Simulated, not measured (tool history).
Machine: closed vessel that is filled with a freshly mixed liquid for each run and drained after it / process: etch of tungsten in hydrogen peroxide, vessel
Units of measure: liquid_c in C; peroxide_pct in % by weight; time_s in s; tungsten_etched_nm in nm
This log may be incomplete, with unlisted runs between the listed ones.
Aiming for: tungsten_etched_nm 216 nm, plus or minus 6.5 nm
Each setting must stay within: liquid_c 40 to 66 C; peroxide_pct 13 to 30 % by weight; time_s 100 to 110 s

run 1 hour=0 | liquid_c=56 peroxide_pct=25 time_s=100 | tungsten_etched_nm=185.14
run 2 hour=6.7 | liquid_c=56 peroxide_pct=25 time_s=110 | tungsten_etched_nm=205.52
run 3 hour=9.4 | liquid_c=49 peroxide_pct=25 time_s=110 | tungsten_etched_nm=133.95
run 4 hour=14.7 | liquid_c=50 peroxide_pct=25 time_s=110 | tungsten_etched_nm=141.27
run 5 hour=16.8 | liquid_c=44.5 peroxide_pct=25 time_s=110 | tungsten_etched_nm=100.51
run 6 hour=25.7 | liquid_c=46 peroxide_pct=25 time_s=110 | tungsten_etched_nm=110.94
run 7 hour=34.6 | liquid_c=47.5 peroxide_pct=25 time_s=110 | tungsten_etched_nm=123.32
run 8 hour=37.3 | liquid_c=48.5 peroxide_pct=25 time_s=110 | tungsten_etched_nm=130.39
run 9 hour=38.3 | liquid_c=49.5 peroxide_pct=25 time_s=110 | tungsten_etched_nm=137.95
run 10 hour=47.3 | liquid_c=49.5 peroxide_pct=25 time_s=110 | tungsten_etched_nm=139.89
run 11 hour=49.3 | liquid_c=50.5 peroxide_pct=25 time_s=110 | tungsten_etched_nm=147.84
run 12 hour=55.3 | liquid_c=51 peroxide_pct=25 time_s=110 | tungsten_etched_nm=149.95
run 13 hour=63.7 | liquid_c=51.5 peroxide_pct=25 time_s=110 | tungsten_etched_nm=153.85
run 14 hour=72.2 | liquid_c=58.5 peroxide_pct=25 time_s=110 | tungsten_etched_nm=236.23

Of the 4 settings listed for the next run, only one would bring every result within its allowed miss of target. Which one?
run A hour=80.7 | liquid_c=61 peroxide_pct=23 time_s=100 | tungsten_etched_nm=?
run B hour=80.7 | liquid_c=59.5 peroxide_pct=28.5 time_s=105 | tungsten_etched_nm=?
run C hour=80.7 | liquid_c=60.5 peroxide_pct=23.5 time_s=100 | tungsten_etched_nm=?
run D hour=80.7 | liquid_c=56 peroxide_pct=27.5 time_s=110 | tungsten_etched_nm=?

move=A tungsten_etched_nm=236.66
move=B tungsten_etched_nm=253.78
move=C tungsten_etched_nm=232.46
move=D tungsten_etched_nm=212.96
A: about the same distance from the targets as the last run
B: lands further from the targets than the last run did
C: nearer than the last run, and not there yet
D: every result lands within tolerance
Move D is the one to make.

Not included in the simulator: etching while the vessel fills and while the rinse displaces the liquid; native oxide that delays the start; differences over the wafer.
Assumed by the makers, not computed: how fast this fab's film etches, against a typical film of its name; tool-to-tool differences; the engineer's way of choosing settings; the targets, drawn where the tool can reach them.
